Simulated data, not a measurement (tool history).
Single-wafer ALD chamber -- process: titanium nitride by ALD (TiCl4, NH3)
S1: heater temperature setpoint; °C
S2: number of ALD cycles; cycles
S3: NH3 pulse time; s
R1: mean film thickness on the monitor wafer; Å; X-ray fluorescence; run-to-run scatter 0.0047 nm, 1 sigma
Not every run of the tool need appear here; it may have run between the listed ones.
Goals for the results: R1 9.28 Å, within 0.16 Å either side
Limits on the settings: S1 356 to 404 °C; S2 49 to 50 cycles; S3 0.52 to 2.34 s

run 1 hour=0 | S1=380 S2=49 S3=1.43 | R1=10.385
run 2 hour=4.1 | S1=376 S2=49 S3=1.27 | R1=10.191
run 3 hour=11.3 | S1=376 S2=50 S3=1.27 | R1=10.468
run 4 hour=14 | S1=376 S2=49 S3=1.27 | R1=10.195
run 5 hour=18.1 | S1=376 S2=49 S3=1.27 | R1=10.274
run 6 hour=19.6 | S1=376 S2=49 S3=1.03 | R1=9.8545
run 7 hour=26.6 | S1=376 S2=49 S3=0.95 | R1=9.7418
run 8 hour=35.6 | S1=376 S2=49 S3=0.89 | R1=9.7226
run 9 hour=36.8 | S1=376 S2=49 S3=0.83 | R1=9.4833

Exactly one of the 5 candidate moves below puts every result within its allowed miss. Which one?
run A hour=38 | S1=383 S2=50 S3=0.82 | R1=?
run B hour=38 | S1=376 S2=49 S3=1 | R1=?
run C hour=38 | S1=376 S2=50 S3=0.73 | R1=?
run D hour=38 | S1=377 S2=49 S3=0.88 | R1=?
run E hour=38 | S1=384 S2=49 S3=0.84 | R1=?

move=A R1=9.8797
move=B R1=9.9008
move=C R1=9.4155
move=D R1=9.6924
move=E R1=9.752
A: lands further from the targets than the last run did
B: lands further from the targets than the last run did
C: in spec on every target
D: lands further from the targets than the last run did
E: lands further from the targets than the last run did
So the answer is move C, the one that meets all the targets.
